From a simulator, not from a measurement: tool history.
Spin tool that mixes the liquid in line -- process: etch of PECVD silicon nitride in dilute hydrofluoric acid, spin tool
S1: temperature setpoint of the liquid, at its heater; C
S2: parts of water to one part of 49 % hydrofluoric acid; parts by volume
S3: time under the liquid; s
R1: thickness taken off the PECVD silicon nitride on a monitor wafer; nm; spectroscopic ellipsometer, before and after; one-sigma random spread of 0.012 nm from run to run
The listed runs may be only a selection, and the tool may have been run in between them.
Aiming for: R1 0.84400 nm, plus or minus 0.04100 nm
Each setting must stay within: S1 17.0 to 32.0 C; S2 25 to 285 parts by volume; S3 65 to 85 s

run,hour,S1,S2,S3,R1
1,0.0,24.0,155,85,1.26830
2,4.9,22.5,155,85,1.14750
3,5.6,21.0,155,85,1.05460
4,14.6,24.0,155,85,1.24530
5,21.1,26.5,155,85,1.49430
6,29.1,24.0,160,85,1.23880
7,34.9,22.5,160,85,1.10860
8,41.5,21.5,160,85,1.03150
# hour 45.9: hydrofluoric acid flow meter replaced
9,45.9,20.5,160,85,0.92234
10,51.9,20.0,160,85,0.90402

Of the 5 settings listed for the next run, only one would bring every result within its allowed miss of target. Which one?
A,57.9,20.0,180,80,?
B,57.9,22.5,175,85,?
C,57.9,19.0,130,70,?
D,57.9,20.5,170,75,?
E,57.9,20.5,180,80,?

move,R1
A,0.75302
B,0.96854
C,0.84547
D,0.77143
E,0.77826
A: takes the biggest miss from the last run beyond its target
B: misses by more than the last run did
C: hits every target within its allowed miss
D: takes the biggest miss from the last run beyond its target
E: takes the biggest miss from the last run beyond its target
C meets every target.

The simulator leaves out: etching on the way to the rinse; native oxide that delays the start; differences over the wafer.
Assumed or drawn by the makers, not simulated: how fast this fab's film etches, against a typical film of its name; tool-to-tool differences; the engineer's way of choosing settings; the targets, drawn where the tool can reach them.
